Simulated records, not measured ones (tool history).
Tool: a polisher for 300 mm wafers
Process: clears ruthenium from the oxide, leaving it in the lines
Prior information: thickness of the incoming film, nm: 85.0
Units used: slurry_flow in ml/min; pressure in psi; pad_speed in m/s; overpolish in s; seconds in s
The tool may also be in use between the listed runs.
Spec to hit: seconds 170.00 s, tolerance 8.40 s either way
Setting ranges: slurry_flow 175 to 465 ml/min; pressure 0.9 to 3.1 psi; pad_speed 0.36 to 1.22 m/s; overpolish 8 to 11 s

{"run": 1, "day": 0.0, "slurry_flow": 295, "pressure": 2.0, "pad_speed": 0.78, "overpolish": 11, "seconds": 104.06}
{"run": 2, "day": 0.125, "slurry_flow": 295, "pressure": 1.8, "pad_speed": 0.78, "overpolish": 11, "seconds": 117.94}
{"run": 3, "day": 0.438, "slurry_flow": 220, "pressure": 1.8, "pad_speed": 0.78, "overpolish": 11, "seconds": 117.87}
{"run": 4, "day": 0.758, "slurry_flow": 220, "pressure": 1.8, "pad_speed": 0.78, "overpolish": 11, "seconds": 116.67}
{"run": 5, "day": 1.125, "slurry_flow": 220, "pressure": 1.6, "pad_speed": 0.78, "overpolish": 11, "seconds": 134.0}
{"run": 6, "day": 1.254, "slurry_flow": 220, "pressure": 1.5, "pad_speed": 0.78, "overpolish": 11, "seconds": 143.67}
{"run": 7, "day": 1.588, "slurry_flow": 220, "pressure": 1.4, "pad_speed": 0.78, "overpolish": 11, "seconds": 149.88}
{"run": 8, "day": 1.838, "slurry_flow": 220, "pressure": 1.3, "pad_speed": 0.78, "overpolish": 11, "seconds": 157.69}
{"run": 9, "day": 2.208, "slurry_flow": 220, "pressure": 1.1, "pad_speed": 0.78, "overpolish": 11, "seconds": 184.4}

Which one of the following 4 next-run settings gets every result inside its allowed miss? There is exactly one.
{"run": "A", "day": 2.579, "slurry_flow": 225, "pressure": 1.1, "pad_speed": 0.76, "overpolish": 8, "seconds": "?"}
{"run": "B", "day": 2.579, "slurry_flow": 220, "pressure": 1.1, "pad_speed": 0.84, "overpolish": 8, "seconds": "?"}
{"run": "C", "day": 2.579, "slurry_flow": 175, "pressure": 1.0, "pad_speed": 0.72, "overpolish": 8, "seconds": "?"}
{"run": "D", "day": 2.579, "slurry_flow": 235, "pressure": 1.0, "pad_speed": 0.8, "overpolish": 9, "seconds": "?"}

move=A seconds=186.22
move=B seconds=172.40
move=C seconds=217.03
move=D seconds=192.75
A: further off than the last run
B: all results land within tolerance of their targets
C: further off than the last run
D: further off than the last run
Move B is the one to make.
